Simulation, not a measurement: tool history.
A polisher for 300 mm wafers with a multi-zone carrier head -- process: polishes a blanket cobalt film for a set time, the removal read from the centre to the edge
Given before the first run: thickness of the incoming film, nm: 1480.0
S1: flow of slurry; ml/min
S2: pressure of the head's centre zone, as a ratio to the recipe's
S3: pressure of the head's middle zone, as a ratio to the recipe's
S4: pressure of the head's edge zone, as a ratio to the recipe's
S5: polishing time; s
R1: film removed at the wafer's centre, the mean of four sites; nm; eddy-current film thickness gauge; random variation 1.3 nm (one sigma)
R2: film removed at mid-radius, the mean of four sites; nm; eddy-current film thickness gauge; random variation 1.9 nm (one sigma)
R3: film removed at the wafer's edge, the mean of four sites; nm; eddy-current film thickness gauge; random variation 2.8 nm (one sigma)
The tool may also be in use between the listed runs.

Run 1, hour 0.0: S1 280 ml/min, S2 1.00, S3 1.00, S4 1.00, S5 46 s. Result: R1 168.15 nm, R2 169.63 nm, R3 170.95 nm.
Run 2, hour 3.9: S1 280 ml/min, S2 1.00, S3 1.00, S4 1.00, S5 52 s. Result: R1 190.88 nm, R2 191.98 nm, R3 196.42 nm.
Run 3, hour 10.1: S1 285 ml/min, S2 1.01, S3 1.00, S4 1.01, S5 52 s. Result: R1 193.57 nm, R2 189.42 nm, R3 196.83 nm.
Run 4, hour 16.6: S1 290 ml/min, S2 1.02, S3 1.00, S4 1.02, S5 52 s. Result: R1 194.99 nm, R2 194.01 nm, R3 191.36 nm.
Run 5, hour 19.0: S1 290 ml/min, S2 1.02, S3 1.04, S4 1.02, S5 52 s. Result: R1 195.78 nm, R2 192.49 nm, R3 191.61 nm.
Run 6, hour 20.5: S1 290 ml/min, S2 1.02, S3 1.04, S4 1.07, S5 52 s. Result: R1 195.09 nm, R2 196.10 nm, R3 199.33 nm.
Run 7, hour 26.6: S1 295 ml/min, S2 1.03, S3 1.03, S4 1.08, S5 52 s. Result: R1 197.40 nm, R2 190.37 nm, R3 197.19 nm.
Run 8, hour 30.0: S1 295 ml/min, S2 1.03, S3 1.03, S4 1.09, S5 52 s. Result: R1 196.71 nm, R2 193.72 nm, R3 201.90 nm.
Run 9, hour 35.6: S1 300 ml/min, S2 1.04, S3 1.03, S4 1.10, S5 52 s. Result: R1 199.44 nm, R2 196.24 nm, R3 205.75 nm.
Run 10, hour 41.0: S1 300 ml/min, S2 1.04, S3 1.03, S4 1.10, S5 52 s. Result: R1 197.52 nm, R2 191.70 nm, R3 196.73 nm.
Run 11, hour 42.1: S1 295 ml/min, S2 1.04, S3 1.03, S4 1.10, S5 52 s. Result: R1 199.08 nm, R2 192.22 nm, R3 199.77 nm.
Run 12, hour 47.0: S1 300 ml/min, S2 1.04, S3 1.03, S4 1.11, S5 52 s. Result: R1 200.35 nm, R2 195.63 nm, R3 197.60 nm.
Run 13, hour 47.9: S1 295 ml/min, S2 1.04, S3 1.02, S4 1.11, S5 52 s. Result: R1 200.94 nm, R2 190.18 nm, R3 205.81 nm.

Estimate the outcome of run 14 from the log above:
Run 14, hour 52.0: S1 300 ml/min, S2 1.04, S3 1.02, S4 1.11, S5 52 s. Result: R1 ?, R2 ?, R3 ?.

R1: 200.62 nm
R2: 190.59 nm
R3: 199.39 nm

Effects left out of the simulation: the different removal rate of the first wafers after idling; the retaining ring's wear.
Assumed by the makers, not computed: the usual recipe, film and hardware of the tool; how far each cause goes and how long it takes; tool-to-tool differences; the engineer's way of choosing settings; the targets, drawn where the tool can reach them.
